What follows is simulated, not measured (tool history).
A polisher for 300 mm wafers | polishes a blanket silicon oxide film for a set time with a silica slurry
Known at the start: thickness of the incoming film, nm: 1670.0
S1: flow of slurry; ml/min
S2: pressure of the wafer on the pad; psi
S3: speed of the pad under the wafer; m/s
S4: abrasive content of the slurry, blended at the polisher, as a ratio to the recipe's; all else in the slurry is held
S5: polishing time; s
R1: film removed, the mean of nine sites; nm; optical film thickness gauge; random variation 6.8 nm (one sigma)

run    day   S1   S2    S3   S4   S5      R1
  1  0.000  240  3.6  1.10  1.0  121  326.65
  2  0.242  240  4.1  1.12  1.0  121  375.97
  3  0.433  295  4.1  1.12  1.0  121  376.74
  4  0.700  295  4.5  1.12  1.0  121  411.57
  5  1.038  295  4.5  1.12  1.0  121  407.16
  6  1.112  295  4.5  1.12  1.0  127  432.94
  7  1.258  295  4.7  1.12  1.0  127  468.14
  8  1.338  295  4.8  1.12  1.0  127  477.13

Run 9 comes next. What will it give?
  9  1.483  295  4.9  1.12  1.0  127   ?

{"run 9": {"R1": 465.53}}
